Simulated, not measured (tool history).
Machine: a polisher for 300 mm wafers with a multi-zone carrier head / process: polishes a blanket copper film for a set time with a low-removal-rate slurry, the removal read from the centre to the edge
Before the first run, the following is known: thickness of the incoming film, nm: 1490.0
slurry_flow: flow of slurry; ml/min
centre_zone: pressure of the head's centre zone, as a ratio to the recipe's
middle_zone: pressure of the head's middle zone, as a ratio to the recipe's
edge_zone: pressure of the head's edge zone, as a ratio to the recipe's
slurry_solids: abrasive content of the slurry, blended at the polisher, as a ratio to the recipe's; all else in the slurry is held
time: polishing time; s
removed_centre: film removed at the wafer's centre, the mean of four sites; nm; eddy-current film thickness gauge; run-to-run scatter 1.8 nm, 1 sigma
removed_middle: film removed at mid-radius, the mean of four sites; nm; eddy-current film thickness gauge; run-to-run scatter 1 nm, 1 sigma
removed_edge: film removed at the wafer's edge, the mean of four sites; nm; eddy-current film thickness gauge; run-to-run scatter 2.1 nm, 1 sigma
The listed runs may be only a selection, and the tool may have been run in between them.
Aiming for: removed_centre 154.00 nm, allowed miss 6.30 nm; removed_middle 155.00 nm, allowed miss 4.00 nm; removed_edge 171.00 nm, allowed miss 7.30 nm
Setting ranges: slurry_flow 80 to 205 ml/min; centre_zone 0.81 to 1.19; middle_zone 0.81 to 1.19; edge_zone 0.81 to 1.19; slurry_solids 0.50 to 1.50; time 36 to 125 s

Run 1, day 0.000: slurry_flow 135 ml/min, centre_zone 1.00, middle_zone 1.00, edge_zone 1.00, slurry_solids 1.00, time 80 s. Result: removed_centre 198.93 nm, removed_middle 197.12 nm, removed_edge 203.52 nm.
Run 2, day 0.342: slurry_flow 130 ml/min, centre_zone 0.98, middle_zone 0.98, edge_zone 0.98, slurry_solids 0.95, time 80 s. Result: removed_centre 189.56 nm, removed_middle 189.30 nm, removed_edge 198.79 nm.
Run 3, day 0.608: slurry_flow 130 ml/min, centre_zone 0.98, middle_zone 0.98, edge_zone 0.98, slurry_solids 1.10, time 80 s. Result: removed_centre 199.45 nm, removed_middle 196.77 nm, removed_edge 212.64 nm.
Run 4, day 0.921: slurry_flow 130 ml/min, centre_zone 0.98, middle_zone 0.98, edge_zone 0.98, slurry_solids 1.00, time 80 s. Result: removed_centre 195.21 nm, removed_middle 192.83 nm, removed_edge 200.27 nm.
Run 5, day 1.075: slurry_flow 150 ml/min, centre_zone 0.98, middle_zone 0.98, edge_zone 0.98, slurry_solids 1.00, time 80 s. Result: removed_centre 199.58 nm, removed_middle 198.21 nm, removed_edge 209.24 nm.
Run 6, day 1.125: slurry_flow 150 ml/min, centre_zone 0.98, middle_zone 1.04, edge_zone 0.98, slurry_solids 1.00, time 80 s. Result: removed_centre 204.80 nm, removed_middle 207.53 nm, removed_edge 206.02 nm.
Run 7, day 1.200: slurry_flow 145 ml/min, centre_zone 0.97, middle_zone 1.01, edge_zone 0.97, slurry_solids 0.95, time 80 s. Result: removed_centre 193.89 nm, removed_middle 199.70 nm, removed_edge 207.08 nm.
Run 8, day 1.533: slurry_flow 140 ml/min, centre_zone 0.97, middle_zone 1.00, edge_zone 0.97, slurry_solids 0.90, time 80 s. Result: removed_centre 189.54 nm, removed_middle 192.01 nm, removed_edge 202.48 nm.
Run 9, day 1.758: slurry_flow 135 ml/min, centre_zone 0.97, middle_zone 1.00, edge_zone 0.97, slurry_solids 0.85, time 79 s. Result: removed_centre 182.54 nm, removed_middle 185.20 nm, removed_edge 196.03 nm.
Run 10, day 2.054: slurry_flow 130 ml/min, centre_zone 0.97, middle_zone 1.00, edge_zone 0.96, slurry_solids 0.80, time 79 s. Result: removed_centre 180.38 nm, removed_middle 181.56 nm, removed_edge 188.91 nm.
Run 11, day 2.250: slurry_flow 125 ml/min, centre_zone 0.96, middle_zone 0.99, edge_zone 0.95, slurry_solids 0.80, time 79 s. Result: removed_centre 169.99 nm, removed_middle 177.34 nm, removed_edge 183.21 nm.
Run 12, day 2.296: slurry_flow 120 ml/min, centre_zone 0.96, middle_zone 0.98, edge_zone 0.95, slurry_solids 0.80, time 79 s. Result: removed_centre 169.79 nm, removed_middle 174.81 nm, removed_edge 184.69 nm.
Run 13, day 2.450: slurry_flow 115 ml/min, centre_zone 0.96, middle_zone 0.97, edge_zone 0.95, slurry_solids 0.80, time 79 s. Result: removed_centre 171.58 nm, removed_middle 171.70 nm, removed_edge 184.04 nm.
Run 14, day 2.783: slurry_flow 110 ml/min, centre_zone 0.95, middle_zone 0.96, edge_zone 0.94, slurry_solids 0.80, time 79 s. Result: removed_centre 165.37 nm, removed_middle 167.32 nm, removed_edge 184.55 nm.
Run 15, day 3.125: slurry_flow 105 ml/min, centre_zone 0.95, middle_zone 0.96, edge_zone 0.93, slurry_solids 0.80, time 79 s. Result: removed_centre 167.35 nm, removed_middle 166.19 nm, removed_edge 176.52 nm.
Run 16, day 3.275: slurry_flow 100 ml/min, centre_zone 0.94, middle_zone 0.96, edge_zone 0.93, slurry_solids 0.80, time 79 s. Result: removed_centre 156.38 nm, removed_middle 161.27 nm, removed_edge 174.39 nm.

Pick the move, out of 5, that brings all results within their allowed miss; only one does.
Run A, day 3.425: slurry_flow 90 ml/min, centre_zone 0.98, middle_zone 1.06, edge_zone 0.88, slurry_solids 0.85, time 81 s. Result: removed_centre ?, removed_middle ?, removed_edge ?.
Run B, day 3.425: slurry_flow 105 ml/min, centre_zone 0.92, middle_zone 0.93, edge_zone 0.93, slurry_solids 0.65, time 88 s. Result: removed_centre ?, removed_middle ?, removed_edge ?.
Run C, day 3.425: slurry_flow 90 ml/min, centre_zone 0.95, middle_zone 0.96, edge_zone 0.95, slurry_solids 0.75, time 80 s. Result: removed_centre ?, removed_middle ?, removed_edge ?.
Run D, day 3.425: slurry_flow 135 ml/min, centre_zone 0.96, middle_zone 1.02, edge_zone 0.86, slurry_solids 0.70, time 76 s. Result: removed_centre ?, removed_middle ?, removed_edge ?.
Run E, day 3.425: slurry_flow 105 ml/min, centre_zone 0.99, middle_zone 1.00, edge_zone 0.87, slurry_solids 1.05, time 72 s. Result: removed_centre ?, removed_middle ?, removed_edge ?.

move  removed_centre  removed_middle  removed_edge
   A          164.37          176.85        177.32
   B          163.88          167.11        187.47
   C          151.44          154.73        173.22
   D          163.46          170.83        169.16
   E          166.66          167.62        173.03
A: further off than the last run
B: further off than the last run
C: every result lands within tolerance
D: further off than the last run
E: further off than the last run
Answer: C
